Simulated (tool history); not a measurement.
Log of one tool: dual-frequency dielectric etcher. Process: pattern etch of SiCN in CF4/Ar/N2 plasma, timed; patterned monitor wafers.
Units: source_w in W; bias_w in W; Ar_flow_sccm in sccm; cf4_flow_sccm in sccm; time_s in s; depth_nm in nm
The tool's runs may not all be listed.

run 1 hour=0.0 | source_w=360 bias_w=78 Ar_flow_sccm=129 cf4_flow_sccm=66 time_s=130 | depth_nm=97.826
run 2 hour=4.5 | source_w=360 bias_w=78 Ar_flow_sccm=129 cf4_flow_sccm=60 time_s=130 | depth_nm=96.191
run 3 hour=6.1 | source_w=360 bias_w=78 Ar_flow_sccm=116 cf4_flow_sccm=60 time_s=130 | depth_nm=97.544
run 4 hour=7.4 | source_w=360 bias_w=78 Ar_flow_sccm=116 cf4_flow_sccm=54 time_s=130 | depth_nm=96.925
-- hour=12.4 bias power generator calibrated
run 5 hour=12.4 | source_w=350 bias_w=78 Ar_flow_sccm=116 cf4_flow_sccm=54 time_s=130 | depth_nm=92.491
run 6 hour=19.1 | source_w=350 bias_w=78 Ar_flow_sccm=116 cf4_flow_sccm=54 time_s=130 | depth_nm=92.973

The next listed run, before its measurement:
run 7 hour=23.2 | source_w=340 bias_w=78 Ar_flow_sccm=116 cf4_flow_sccm=54 time_s=130 | depth_nm=?

Run 7 gave depth_nm 90.665 nm.

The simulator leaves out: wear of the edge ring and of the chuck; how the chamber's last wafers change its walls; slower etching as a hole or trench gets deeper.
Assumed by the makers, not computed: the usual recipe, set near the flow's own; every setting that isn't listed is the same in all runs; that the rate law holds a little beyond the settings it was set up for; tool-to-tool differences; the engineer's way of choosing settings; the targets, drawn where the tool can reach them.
